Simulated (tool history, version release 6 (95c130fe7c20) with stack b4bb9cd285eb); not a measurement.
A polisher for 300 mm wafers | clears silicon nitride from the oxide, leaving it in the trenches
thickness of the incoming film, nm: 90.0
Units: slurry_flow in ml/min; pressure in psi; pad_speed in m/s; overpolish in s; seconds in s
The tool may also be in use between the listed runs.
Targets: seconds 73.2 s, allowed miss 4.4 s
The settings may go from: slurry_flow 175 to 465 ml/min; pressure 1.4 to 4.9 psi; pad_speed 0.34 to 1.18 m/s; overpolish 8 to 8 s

| run | hour | slurry_flow | pressure | pad_speed | overpolish | seconds |
|---|---|---|---|---|---|---|
| 1 | 0 | 295 | 3.1 | 0.76 | 8 | 128.68 |
| 2 | 1.6 | 295 | 3.3 | 0.76 | 8 | 124.26 |
| 3 | 6.1 | 295 | 3.5 | 0.78 | 8 | 112.85 |
| 4 | 11.4 | 260 | 3.5 | 0.78 | 8 | 111.83 |
| 5 | 19.4 | 260 | 3.1 | 0.78 | 8 | 126.41 |
| 6 | 21.8 | 260 | 3.3 | 0.78 | 8 | 119.01 |
| 7 | 27.6 | 260 | 4.2 | 0.84 | 8 | 89.931 |
| 8 | 30.2 | 260 | 4.2 | 0.84 | 8 | 89.694 |
| 9 | 32.8 | 260 | 4.2 | 0.84 | 8 | 87.911 |
| 10 | 41.5 | 260 | 4.3 | 0.84 | 8 | 86.793 |
| 11 | 45.9 | 260 | 4.4 | 0.84 | 8 | 86.31 |

Which of these 5 next moves meets every target?
| A | 50.3 | 255 | 4.9 | 0.9 | 8 | ? |
| B | 50.3 | 295 | 4.9 | 1.02 | 8 | ? |
| C | 50.3 | 245 | 4.7 | 1.14 | 8 | ? |
| D | 50.3 | 295 | 3.5 | 1.08 | 8 | ? |
| E | 50.3 | 255 | 4.9 | 0.78 | 8 | ? |

| move | seconds |
|---|---|
| A | 73.775 |
| B | 66.375 |
| C | 64.407 |
| D | 87.322 |
| E | 81.793 |
A: meets every target
B: takes the result that was furthest off past its target
C: takes the result that was furthest off past its target
D: further off than the last run
E: nearer than the last run, and not there yet
Answer: A
